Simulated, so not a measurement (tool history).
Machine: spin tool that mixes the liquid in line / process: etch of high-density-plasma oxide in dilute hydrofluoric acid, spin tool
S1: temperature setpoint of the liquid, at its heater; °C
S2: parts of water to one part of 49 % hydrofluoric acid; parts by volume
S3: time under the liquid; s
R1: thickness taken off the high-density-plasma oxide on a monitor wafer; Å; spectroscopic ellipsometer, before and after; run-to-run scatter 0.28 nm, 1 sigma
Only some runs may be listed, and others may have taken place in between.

run,day,S1,S2,S3,R1
1,0,24,210,320,141.13
2,0.167,24,210,320,140.92
3,0.367,26.5,210,320,155.05
4,0.579,28.5,210,320,165.05
5,0.908,28.5,210,345,179.42
6,1,28.5,210,320,166.72
7,1.271,29,195,320,186.6
8,1.542,29.5,185,320,201.34

Run 9, settings as shown, results not yet in. Your forecast:
9,1.708,30,175,320,?

Run 9 produced R1 219.68 Å.

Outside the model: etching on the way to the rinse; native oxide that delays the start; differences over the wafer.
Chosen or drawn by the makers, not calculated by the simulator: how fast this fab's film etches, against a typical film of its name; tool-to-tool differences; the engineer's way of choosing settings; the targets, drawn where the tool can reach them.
